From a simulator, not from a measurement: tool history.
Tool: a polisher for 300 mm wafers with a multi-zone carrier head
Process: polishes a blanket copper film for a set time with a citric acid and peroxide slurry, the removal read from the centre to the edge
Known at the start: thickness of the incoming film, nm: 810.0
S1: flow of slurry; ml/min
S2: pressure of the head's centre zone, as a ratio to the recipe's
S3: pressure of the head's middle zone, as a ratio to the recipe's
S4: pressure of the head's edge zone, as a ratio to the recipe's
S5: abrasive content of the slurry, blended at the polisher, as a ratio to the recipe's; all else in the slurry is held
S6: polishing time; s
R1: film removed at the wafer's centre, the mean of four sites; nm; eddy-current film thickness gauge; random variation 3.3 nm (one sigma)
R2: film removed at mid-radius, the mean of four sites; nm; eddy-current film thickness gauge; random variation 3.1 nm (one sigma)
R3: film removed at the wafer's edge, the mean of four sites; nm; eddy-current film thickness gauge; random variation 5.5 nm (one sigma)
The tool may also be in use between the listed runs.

{"run": 1, "hour": 0.0, "S1": 250, "S2": 1.0, "S3": 1.0, "S4": 1.0, "S5": 1.0, "S6": 80, "R1": 285.94, "R2": 284.31, "R3": 285.24}
{"run": 2, "hour": 8.4, "S1": 250, "S2": 1.04, "S3": 1.0, "S4": 1.0, "S5": 1.0, "S6": 80, "R1": 299.98, "R2": 287.65, "R3": 284.19}
{"run": 3, "hour": 14.1, "S1": 250, "S2": 0.96, "S3": 1.0, "S4": 1.0, "S5": 1.0, "S6": 80, "R1": 279.14, "R2": 285.93, "R3": 283.98}
{"run": 4, "hour": 18.5, "S1": 270, "S2": 1.02, "S3": 1.05, "S4": 1.04, "S5": 1.15, "S6": 82, "R1": 309.63, "R2": 312.85, "R3": 298.66}
{"run": 5, "hour": 25.1, "S1": 270, "S2": 1.04, "S3": 1.07, "S4": 1.06, "S5": 1.25, "S6": 86, "R1": 338.01, "R2": 345.66, "R3": 335.34}
{"run": 6, "hour": 26.9, "S1": 275, "S2": 1.08, "S3": 1.1, "S4": 1.07, "S5": 1.35, "S6": 86, "R1": 366.17, "R2": 354.73, "R3": 344.29}
{"run": 7, "hour": 33.7, "S1": 285, "S2": 1.09, "S3": 1.13, "S4": 1.08, "S5": 1.4, "S6": 86, "R1": 373.14, "R2": 363.8, "R3": 353.2}
{"run": 8, "hour": 40.5, "S1": 295, "S2": 1.09, "S3": 1.15, "S4": 1.07, "S5": 1.45, "S6": 87, "R1": 382.81, "R2": 385.66, "R3": 356.18}

Forecast run 9:
{"run": 9, "hour": 42.6, "S1": 305, "S2": 1.1, "S3": 1.15, "S4": 1.08, "S5": 1.45, "S6": 87, "R1": "?", "R2": "?", "R3": "?"}

{"run 9": {"R1": 383.88, "R2": 375.1, "R3": 350.3}}
